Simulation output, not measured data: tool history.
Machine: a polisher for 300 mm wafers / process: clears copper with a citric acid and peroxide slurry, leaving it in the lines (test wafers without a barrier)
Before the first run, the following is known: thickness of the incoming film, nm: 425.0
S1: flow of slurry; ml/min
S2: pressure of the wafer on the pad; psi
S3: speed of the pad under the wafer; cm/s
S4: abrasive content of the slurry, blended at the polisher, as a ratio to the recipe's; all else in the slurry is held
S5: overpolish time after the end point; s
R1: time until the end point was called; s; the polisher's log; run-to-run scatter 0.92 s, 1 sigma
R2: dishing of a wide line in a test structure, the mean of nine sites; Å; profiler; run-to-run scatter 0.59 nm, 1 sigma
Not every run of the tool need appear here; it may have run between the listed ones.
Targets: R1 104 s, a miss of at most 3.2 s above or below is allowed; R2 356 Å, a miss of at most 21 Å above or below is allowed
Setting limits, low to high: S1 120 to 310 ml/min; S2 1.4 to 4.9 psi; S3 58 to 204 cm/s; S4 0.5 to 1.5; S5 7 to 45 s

run 1 hour=0 | S1=200 S2=3.1 S3=130 S4=1 S5=23 | R1=148.8 R2=426.17
run 2 hour=4.9 | S1=200 S2=3.1 S3=130 S4=0.9 S5=23 | R1=151.56 R2=432.17
run 3 hour=11.1 | S1=245 S2=3.1 S3=130 S4=0.9 S5=23 | R1=148.14 R2=420.89
run 4 hour=13.8 | S1=245 S2=3.1 S3=130 S4=1.1 S5=23 | R1=141.86 R2=437.92
run 5 hour=19.7 | S1=250 S2=3.3 S3=130 S4=1.1 S5=21 | R1=133.66 R2=423.81
run 6 hour=27.7 | S1=250 S2=3.3 S3=104 S4=1.1 S5=21 | R1=170.38 R2=359.46
run 7 hour=36.4 | S1=250 S2=3.3 S3=104 S4=1.1 S5=21 | R1=166.74 R2=364.07
run 8 hour=39.5 | S1=250 S2=3.6 S3=104 S4=1.1 S5=19 | R1=153.66 R2=353.77
run 9 hour=47.9 | S1=250 S2=3.8 S3=104 S4=1.1 S5=18 | R1=144.06 R2=354.77
run 10 hour=52.7 | S1=250 S2=4 S3=104 S4=1.1 S5=17 | R1=140.05 R2=357.42
run 11 hour=54.4 | S1=250 S2=4.2 S3=106 S4=1.1 S5=16 | R1=129.58 R2=349.44

Exercise: of the 4 proposed moves below, exactly one satisfies all targets within the stated allowed misses. Which move is it?
run A hour=56.1 | S1=210 S2=3.2 S3=120 S4=1 S5=19 | R1=? R2=?
run B hour=56.1 | S1=285 S2=3.2 S3=96 S4=1.25 S5=23 | R1=? R2=?
run C hour=56.1 | S1=205 S2=4 S3=120 S4=1.25 S5=14 | R1=? R2=?
run D hour=56.1 | S1=260 S2=4.3 S3=128 S4=1.15 S5=13 | R1=? R2=?

move=A R1=156.66 R2=345.28
move=B R1=182.01 R2=358.15
move=C R1=121.65 R2=332.49
move=D R1=105.7 R2=353.69
A: lands further from the targets than the last run did
B: lands further from the targets than the last run did
C: closer than the last run, but not yet in spec
D: meets every target
So the answer is move D, the one that meets all the targets.

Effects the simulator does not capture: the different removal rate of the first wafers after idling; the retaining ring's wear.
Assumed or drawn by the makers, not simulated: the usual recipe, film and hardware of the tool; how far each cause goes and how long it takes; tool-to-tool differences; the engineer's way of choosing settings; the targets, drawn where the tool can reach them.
